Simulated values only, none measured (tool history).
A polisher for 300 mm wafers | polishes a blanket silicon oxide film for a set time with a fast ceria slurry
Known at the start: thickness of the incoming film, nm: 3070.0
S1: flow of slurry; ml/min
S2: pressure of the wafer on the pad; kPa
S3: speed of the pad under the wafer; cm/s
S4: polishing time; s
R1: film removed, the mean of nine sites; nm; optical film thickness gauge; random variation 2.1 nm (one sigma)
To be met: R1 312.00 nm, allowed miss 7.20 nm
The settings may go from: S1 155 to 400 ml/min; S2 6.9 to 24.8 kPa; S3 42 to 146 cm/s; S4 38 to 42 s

run  hour   S1    S2  S3  S4      R1
  1   0.0  255  15.9  94  42  427.46
  2   4.7  250  14.5  94  42  395.62
  3  12.0  250  17.9  94  42  481.25
  4  14.4  250  17.9  82  42  425.42
  5  21.7  250  17.9  82  42  424.15
  6  28.0  250  17.9  82  38  380.78
  7  34.2  245  17.2  82  38  368.39
  8  40.2  235  16.5  82  38  351.54
  9  44.9  220  15.9  82  38  328.43
 10  45.7  210  15.9  82  38  330.66
 11  46.9  200  15.9  82  38  326.01
 12  47.7  200  15.9  82  38  333.16

5 next moves are on the table. One of them brings every result within its allowed miss. Which?
  A  48.5  190  17.9  80  39   ?
  B  48.5  180  16.5  80  40   ?
  C  48.5  225  15.2  90  39   ?
  D  48.5  225  14.5  96  39   ?
  E  48.5  155  15.2  78  41   ?

move      R1
   A  370.66
   B  348.53
   C  362.01
   D  368.42
   E  311.46
A: further off than the last run
B: further off than the last run
C: further off than the last run
D: further off than the last run
E: meets every target
Move E is the one to make.
